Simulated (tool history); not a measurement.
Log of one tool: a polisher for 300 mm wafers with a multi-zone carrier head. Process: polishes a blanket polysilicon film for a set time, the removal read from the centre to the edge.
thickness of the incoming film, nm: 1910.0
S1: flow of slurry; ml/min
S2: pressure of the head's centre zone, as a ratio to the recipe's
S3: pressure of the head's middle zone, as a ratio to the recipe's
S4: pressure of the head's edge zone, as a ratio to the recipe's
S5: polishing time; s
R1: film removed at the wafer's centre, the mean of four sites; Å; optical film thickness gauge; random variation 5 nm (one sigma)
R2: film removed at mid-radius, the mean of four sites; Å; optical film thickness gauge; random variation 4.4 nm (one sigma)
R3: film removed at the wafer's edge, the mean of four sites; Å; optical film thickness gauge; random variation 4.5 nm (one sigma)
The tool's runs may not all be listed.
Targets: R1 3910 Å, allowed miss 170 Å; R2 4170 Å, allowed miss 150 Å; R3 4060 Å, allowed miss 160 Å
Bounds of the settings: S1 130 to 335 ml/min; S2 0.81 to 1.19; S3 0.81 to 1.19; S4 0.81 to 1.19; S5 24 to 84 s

run	hour	S1	S2	S3	S4	S5	R1	R2	R3
1	0	215	1	1	1	54	5941.9	5739.2	5938.8
2	5	215	0.99	1	0.98	51	5500.5	5475	5390.9
3	10.7	215	0.99	1	0.91	51	5529.1	5467.8	5304.1
4	11.5	215	0.99	1	0.91	62	6876.8	6606.6	6416.5
5	19.3	215	1.06	1	0.91	62	7272.9	6581.4	6411.5
6	26.3	215	1.06	0.96	0.91	62	7280.2	6507.7	6437.7
7	28.5	210	1.04	0.96	0.9	58	6647.9	6031.7	5811.1
8	29.4	160	0.94	0.88	0.94	43	4281.7	3982.2	4438.7
9	36.6	160	0.93	0.89	0.92	43	4175.4	4039.7	4292.3

Which of these 4 next moves meets every target?
A	43.8	160	0.93	1.02	0.96	40	?	?	?
B	43.8	295	1.1	0.92	0.98	38	?	?	?
C	43.8	140	0.93	0.89	0.9	45	?	?	?
D	43.8	170	0.95	0.88	0.82	41	?	?	?

move	R1	R2	R3
A	3936.1	4246.4	4135.2
B	4786.7	3964.1	4184
C	4328.1	4180	4461.7
D	4156.7	3879.1	3981.3
A: meets every target
B: further off than the last run
C: further off than the last run
D: further off than the last run
The right move is A.
